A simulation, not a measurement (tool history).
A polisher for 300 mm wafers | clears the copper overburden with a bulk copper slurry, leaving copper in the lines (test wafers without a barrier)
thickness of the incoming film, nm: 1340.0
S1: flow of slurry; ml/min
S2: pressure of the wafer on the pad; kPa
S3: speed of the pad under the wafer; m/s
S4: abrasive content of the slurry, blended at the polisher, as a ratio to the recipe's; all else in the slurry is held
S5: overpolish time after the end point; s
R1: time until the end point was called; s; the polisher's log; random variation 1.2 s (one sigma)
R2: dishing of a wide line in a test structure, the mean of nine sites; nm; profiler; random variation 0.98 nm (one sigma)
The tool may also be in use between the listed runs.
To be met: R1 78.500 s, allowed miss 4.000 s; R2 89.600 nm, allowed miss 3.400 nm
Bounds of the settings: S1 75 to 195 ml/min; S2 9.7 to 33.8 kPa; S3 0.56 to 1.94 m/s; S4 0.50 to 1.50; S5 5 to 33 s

{"run": 1, "day": 0.0, "S1": 125, "S2": 21.4, "S3": 1.24, "S4": 1.0, "S5": 17, "R1": 117.41, "R2": 77.73}
{"run": 2, "day": 0.15, "S1": 125, "S2": 22.1, "S3": 1.24, "S4": 1.0, "S5": 17, "R1": 115.86, "R2": 78.886}
{"run": 3, "day": 0.383, "S1": 125, "S2": 22.8, "S3": 1.24, "S4": 1.0, "S5": 17, "R1": 109.01, "R2": 78.406}
{"run": 4, "day": 0.592, "S1": 125, "S2": 17.9, "S3": 1.24, "S4": 1.0, "S5": 17, "R1": 140.76, "R2": 68.244}
{"run": 5, "day": 0.883, "S1": 130, "S2": 19.3, "S3": 1.24, "S4": 1.0, "S5": 17, "R1": 128.31, "R2": 72.611}
{"run": 6, "day": 1.229, "S1": 135, "S2": 20.0, "S3": 1.24, "S4": 1.0, "S5": 17, "R1": 122.04, "R2": 74.08}
{"day": 1.279, "done": "slurry blender recalibrated"}
{"run": 7, "day": 1.279, "S1": 140, "S2": 20.7, "S3": 1.24, "S4": 1.0, "S5": 17, "R1": 112.93, "R2": 77.247}
{"run": 8, "day": 1.396, "S1": 145, "S2": 20.7, "S3": 1.24, "S4": 1.0, "S5": 17, "R1": 107.89, "R2": 79.473}

4 next moves are on the table. One of them brings every result within its allowed miss. Which?
{"run": "A", "day": 1.512, "S1": 160, "S2": 24.1, "S3": 1.44, "S4": 1.05, "S5": 16, "R1": "?", "R2": "?"}
{"run": "B", "day": 1.512, "S1": 195, "S2": 25.5, "S3": 1.46, "S4": 0.75, "S5": 13, "R1": "?", "R2": "?"}
{"run": "C", "day": 1.512, "S1": 140, "S2": 26.2, "S3": 1.18, "S4": 1.1, "S5": 15, "R1": "?", "R2": "?"}
{"run": "D", "day": 1.512, "S1": 145, "S2": 24.1, "S3": 1.32, "S4": 1.05, "S5": 18, "R1": "?", "R2": "?"}

move=A R1=79.568 R2=90.221
move=B R1=79.269 R2=84.346
move=C R1=89.860 R2=85.255
move=D R1=87.912 R2=90.745
A: meets every target
B: brings the result that was furthest off to its target, and leaves another outside
C: nearer than the last run, and not there yet
D: nearer than the last run, and not there yet
The right move is A.
